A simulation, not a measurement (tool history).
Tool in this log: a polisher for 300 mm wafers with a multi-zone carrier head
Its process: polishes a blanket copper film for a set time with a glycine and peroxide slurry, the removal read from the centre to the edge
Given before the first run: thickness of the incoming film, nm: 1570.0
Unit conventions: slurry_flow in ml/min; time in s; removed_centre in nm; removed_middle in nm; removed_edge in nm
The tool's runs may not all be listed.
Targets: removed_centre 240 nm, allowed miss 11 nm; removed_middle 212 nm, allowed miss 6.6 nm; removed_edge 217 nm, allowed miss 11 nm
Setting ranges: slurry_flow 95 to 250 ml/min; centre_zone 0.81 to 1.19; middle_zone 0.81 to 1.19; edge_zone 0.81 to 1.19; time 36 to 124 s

Run 1, day 0: slurry_flow 160 ml/min, centre_zone 1, middle_zone 1, edge_zone 1, time 79 s. Result: removed_centre 362.37 nm, removed_middle 352.44 nm, removed_edge 362.67 nm.
Run 2, day 0.154: slurry_flow 160 ml/min, centre_zone 1, middle_zone 1, edge_zone 1, time 70 s. Result: removed_centre 315.16 nm, removed_middle 312.22 nm, removed_edge 323.64 nm.
Run 3, day 0.512: slurry_flow 160 ml/min, centre_zone 1, middle_zone 1, edge_zone 1.04, time 70 s. Result: removed_centre 310.87 nm, removed_middle 307.73 nm, removed_edge 325.9 nm.
Run 4, day 0.671: slurry_flow 160 ml/min, centre_zone 1, middle_zone 0.97, edge_zone 1.04, time 70 s. Result: removed_centre 308.71 nm, removed_middle 311.57 nm, removed_edge 333.74 nm.
Run 5, day 0.917: slurry_flow 160 ml/min, centre_zone 1, middle_zone 1.03, edge_zone 1.04, time 70 s. Result: removed_centre 322.82 nm, removed_middle 318.87 nm, removed_edge 319.48 nm.
Run 6, day 1.004: slurry_flow 175 ml/min, centre_zone 1, middle_zone 1.03, edge_zone 1.04, time 70 s. Result: removed_centre 321.93 nm, removed_middle 326.46 nm, removed_edge 328.38 nm.
Run 7, day 1.088: slurry_flow 165 ml/min, centre_zone 1.02, middle_zone 1.03, edge_zone 1.03, time 66 s. Result: removed_centre 306.38 nm, removed_middle 304.29 nm, removed_edge 306.76 nm.
Run 8, day 1.212: slurry_flow 155 ml/min, centre_zone 1.04, middle_zone 1.03, edge_zone 1.02, time 62 s. Result: removed_centre 286 nm, removed_middle 285.21 nm, removed_edge 288.52 nm.
Run 9, day 1.258: slurry_flow 150 ml/min, centre_zone 1.07, middle_zone 1.02, edge_zone 0.98, time 59 s. Result: removed_centre 276.74 nm, removed_middle 265.06 nm, removed_edge 266.5 nm.

Which single option among these 4 for the next run brings every result within its allowed miss of target? Just one does.
Run A, day 1.304: slurry_flow 170 ml/min, centre_zone 1.11, middle_zone 0.91, edge_zone 0.97, time 54 s. Result: removed_centre ?, removed_middle ?, removed_edge ?.
Run B, day 1.304: slurry_flow 155 ml/min, centre_zone 1.14, middle_zone 1, edge_zone 1, time 47 s. Result: removed_centre ?, removed_middle ?, removed_edge ?.
Run C, day 1.304: slurry_flow 125 ml/min, centre_zone 1.01, middle_zone 0.92, edge_zone 1.05, time 56 s. Result: removed_centre ?, removed_middle ?, removed_edge ?.
Run D, day 1.304: slurry_flow 130 ml/min, centre_zone 1.19, middle_zone 0.87, edge_zone 0.97, time 54 s. Result: removed_centre ?, removed_middle ?, removed_edge ?.

move  removed_centre  removed_middle  removed_edge
   A          279.17          231.42        249.74
   B          244.17          209.69        216.62
   C           247.1          226.41        253.79
   D          279.04          213.04        240.06
A: better than the last run, though not everything is in spec
B: hits every target within its allowed miss
C: better than the last run, though not everything is in spec
D: corrects the largest miss of the last run, while another result sits out of spec
The right move is B.

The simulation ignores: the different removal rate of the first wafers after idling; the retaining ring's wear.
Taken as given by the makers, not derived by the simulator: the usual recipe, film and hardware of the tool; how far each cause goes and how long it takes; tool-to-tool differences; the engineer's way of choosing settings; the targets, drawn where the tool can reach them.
